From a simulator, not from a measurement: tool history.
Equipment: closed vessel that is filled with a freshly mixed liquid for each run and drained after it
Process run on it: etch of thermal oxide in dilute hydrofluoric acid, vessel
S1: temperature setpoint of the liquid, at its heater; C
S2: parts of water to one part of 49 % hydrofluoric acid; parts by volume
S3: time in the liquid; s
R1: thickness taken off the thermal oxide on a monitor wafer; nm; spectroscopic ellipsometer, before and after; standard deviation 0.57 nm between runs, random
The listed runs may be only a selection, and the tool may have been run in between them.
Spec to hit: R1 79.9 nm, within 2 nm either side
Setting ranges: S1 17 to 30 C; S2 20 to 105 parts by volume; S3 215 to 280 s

run,day,S1,S2,S3,R1
1,0,22,55,280,24.511
2,0.162,22,35,280,39.868
3,0.45,22,35,280,39.762
4,0.533,22,35,280,39.312
5,0.604,25,35,280,44.479
6,0.804,26.5,30,280,56.47
7,0.95,27.5,30,280,57.835
8,1.075,28.5,25,280,73.097

Next run, 5 choices. One meets every target within its allowed miss, the rest don't. Which?
A,1.2,30,30,280,?
B,1.2,24,20,265,?
C,1.2,30,25,255,?
D,1.2,27.5,20,255,?
E,1.2,30,25,260,?

move,R1
A,64.497
B,72.603
C,71.049
D,80.844
E,72.442
A: further off than the last run
B: further off than the last run
C: further off than the last run
D: meets every target
E: further off than the last run
Answer: D
